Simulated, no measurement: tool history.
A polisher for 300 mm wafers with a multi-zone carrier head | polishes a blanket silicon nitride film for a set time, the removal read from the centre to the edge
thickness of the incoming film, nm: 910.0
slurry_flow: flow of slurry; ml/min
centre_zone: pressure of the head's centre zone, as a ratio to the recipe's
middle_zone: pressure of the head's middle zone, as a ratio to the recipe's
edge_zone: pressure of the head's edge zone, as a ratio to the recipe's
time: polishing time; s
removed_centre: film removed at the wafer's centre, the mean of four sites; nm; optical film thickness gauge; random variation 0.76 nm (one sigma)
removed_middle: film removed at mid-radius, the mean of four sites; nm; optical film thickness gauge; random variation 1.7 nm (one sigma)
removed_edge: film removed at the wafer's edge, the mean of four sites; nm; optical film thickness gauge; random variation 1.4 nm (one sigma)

run 1 hour=0 | slurry_flow=125 centre_zone=1 middle_zone=1 edge_zone=1 time=74 | removed_centre=127.73 removed_middle=136.42 removed_edge=129.37
run 2 hour=5.5 | slurry_flow=120 centre_zone=0.99 middle_zone=1 edge_zone=1 time=74 | removed_centre=123.99 removed_middle=131.15 removed_edge=131.09
run 3 hour=13 | slurry_flow=115 centre_zone=0.99 middle_zone=1.01 edge_zone=0.99 time=74 | removed_centre=123.36 removed_middle=130.27 removed_edge=126.69
run 4 hour=14.1 | slurry_flow=110 centre_zone=0.98 middle_zone=1.02 edge_zone=0.99 time=74 | removed_centre=121.4 removed_middle=132.89 removed_edge=126.39
run 5 hour=14.8 | slurry_flow=110 centre_zone=0.98 middle_zone=1.02 edge_zone=0.99 time=92 | removed_centre=149.96 removed_middle=164.72 removed_edge=156.07
run 6 hour=20.8 | slurry_flow=105 centre_zone=0.96 middle_zone=1.01 edge_zone=0.97 time=90 | removed_centre=142.15 removed_middle=152.91 removed_edge=151.89
run 7 hour=27.1 | slurry_flow=105 centre_zone=0.95 middle_zone=1.02 edge_zone=0.95 time=88 | removed_centre=136.59 removed_middle=154.79 removed_edge=146.02

Run 8 comes next. What will it give?
run 8 hour=34.5 | slurry_flow=100 centre_zone=0.94 middle_zone=1.01 edge_zone=0.93 time=86 | removed_centre=? removed_middle=? removed_edge=?

removed_centre: 129.87 nm
removed_middle: 151.28 nm
removed_edge: 143.13 nm
